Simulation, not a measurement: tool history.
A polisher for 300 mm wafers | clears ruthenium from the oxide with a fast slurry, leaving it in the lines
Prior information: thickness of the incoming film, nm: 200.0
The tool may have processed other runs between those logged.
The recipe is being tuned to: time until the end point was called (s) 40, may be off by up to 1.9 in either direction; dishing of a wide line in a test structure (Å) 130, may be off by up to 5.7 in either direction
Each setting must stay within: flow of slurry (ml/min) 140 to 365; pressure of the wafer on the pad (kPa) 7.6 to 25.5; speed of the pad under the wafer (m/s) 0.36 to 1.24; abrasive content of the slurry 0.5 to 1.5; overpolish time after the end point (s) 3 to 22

run,hour,flow of slurry (ml/min),pressure of the wafer on the pad (kPa),speed of the pad under the wafer (m/s),abrasive content of the slurry,overpolish time after the end point (s),time until the end point was called (s),dishing of a wide line in a test structure (Å)
1,0,235,16.5,0.8,1,11,81.789,214.85
2,5.5,235,17.9,0.8,1,10,77.216,212.83
3,11.2,235,17.9,0.8,1,5,76.521,113.35
4,13,235,18.6,0.84,1,5,72.059,120.27
5,17.6,235,22.1,0.84,1,5,61.221,140.62
6,18.5,235,22.8,0.88,0.95,5,61.386,142.07
7,22.3,215,22.1,0.92,1.05,5,57.627,148.45
8,23.5,200,22.1,0.96,1.1,5,53.537,153.6
9,28.8,190,21.4,1,1.15,5,51.847,154.99
10,30.4,180,20.7,1.04,1.2,5,52.247,162.59
11,37.8,175,21.4,1.04,1.2,5,50.884,164.82
12,42.5,210,22.1,1,1.15,5,52.764,164.47
13,43.5,195,22.8,1.04,1.05,5,51.247,171.32
14,45.3,185,23.4,1.02,1.15,5,48.806,171.21
# hour 45.9: head pressure recalibrated
15,45.9,175,24.1,1,1.2,5,46.458,188.32
16,49.4,210,22.8,1.04,1.25,5,44.355,193.56
17,51.4,195,22.8,1.08,1.2,5,44.454,188.95
18,59.3,185,22.1,1.1,1.2,5,45.452,184.88
19,66.6,140,21.4,1.14,1.15,3,48.47,109.76
20,75.5,140,22.1,1.16,1.1,3,46.571,111.25
21,81.3,145,22.8,1.18,1.1,3,45.459,116.36
22,86.4,145,23.4,1.2,1.1,3,42.862,121.88
23,91.7,150,23.4,1.2,1.1,3,41.552,121.5
24,94.1,155,23.4,1.2,1.1,3,43.644,120.65

Pick the move, out of 5, that brings all results within their allowed miss; only one does.
A,96.5,140,22.8,1.18,1.05,3,?,?
B,96.5,140,23.4,1.14,1.15,3,?,?
C,96.5,140,25.5,1.24,1.1,3,?,?
D,96.5,165,22.1,1.18,1.2,3,?,?
E,96.5,195,25.5,0.94,1.05,3,?,?

move,time until the end point was called (s),dishing of a wide line in a test structure (Å)
A,45.662,116.05
B,43.822,120.66
C,38.759,135.47
D,42.739,123.55
E,47.011,112.88
A: misses by more than the last run did
B: about the same distance from the targets as the last run
C: every result within its allowed miss
D: closes in on the targets versus the last run, not all within tolerance yet
E: misses by more than the last run did
Move C is the one to make.

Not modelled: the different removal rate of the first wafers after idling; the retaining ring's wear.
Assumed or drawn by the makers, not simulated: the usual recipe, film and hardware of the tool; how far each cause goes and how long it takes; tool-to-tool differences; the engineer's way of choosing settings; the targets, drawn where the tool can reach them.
